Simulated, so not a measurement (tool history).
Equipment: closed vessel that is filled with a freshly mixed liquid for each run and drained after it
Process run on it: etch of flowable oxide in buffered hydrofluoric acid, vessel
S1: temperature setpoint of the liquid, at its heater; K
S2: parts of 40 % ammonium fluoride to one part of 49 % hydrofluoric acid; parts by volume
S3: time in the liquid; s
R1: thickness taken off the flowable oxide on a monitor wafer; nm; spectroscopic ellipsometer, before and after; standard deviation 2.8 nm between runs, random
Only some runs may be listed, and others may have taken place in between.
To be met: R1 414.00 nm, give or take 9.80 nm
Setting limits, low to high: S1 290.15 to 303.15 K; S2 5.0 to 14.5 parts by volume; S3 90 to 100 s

{"run": 1, "day": 0.0, "S1": 295.15, "S2": 9.0, "S3": 90, "R1": 314.09}
{"run": 2, "day": 0.225, "S1": 295.15, "S2": 9.0, "S3": 90, "R1": 310.67}
{"run": 3, "day": 0.342, "S1": 295.15, "S2": 10.0, "S3": 90, "R1": 291.65}
{"run": 4, "day": 0.688, "S1": 296.15, "S2": 10.0, "S3": 90, "R1": 311.52}
{"run": 5, "day": 0.754, "S1": 297.15, "S2": 10.0, "S3": 90, "R1": 324.28}
{"run": 6, "day": 1.033, "S1": 298.15, "S2": 10.0, "S3": 90, "R1": 345.38}
{"run": 7, "day": 1.379, "S1": 298.65, "S2": 10.0, "S3": 90, "R1": 353.6}
{"run": 8, "day": 1.471, "S1": 299.15, "S2": 10.0, "S3": 90, "R1": 365.26}
{"run": 9, "day": 1.825, "S1": 299.65, "S2": 10.0, "S3": 90, "R1": 379.26}
{"run": 10, "day": 1.917, "S1": 300.15, "S2": 10.0, "S3": 90, "R1": 384.75}

Below are 4 possible settings for the next run. Only one of them brings all results inside the allowed miss of their targets. Which is it?
{"run": "A", "day": 2.008, "S1": 298.65, "S2": 9.0, "S3": 95, "R1": "?"}
{"run": "B", "day": 2.008, "S1": 296.15, "S2": 8.0, "S3": 100, "R1": "?"}
{"run": "C", "day": 2.008, "S1": 298.15, "S2": 10.0, "S3": 100, "R1": "?"}
{"run": "D", "day": 2.008, "S1": 301.65, "S2": 10.0, "S3": 95, "R1": "?"}

move=A R1=400.16
move=B R1=417.76
move=C R1=383.71
move=D R1=439.66
A: nearer the targets than the last run, but a result is still out of spec
B: hits every target within its allowed miss
C: as far off as the last run
D: the result that was furthest off in the last run now lies on the other side of its target
Move B is the one to make.
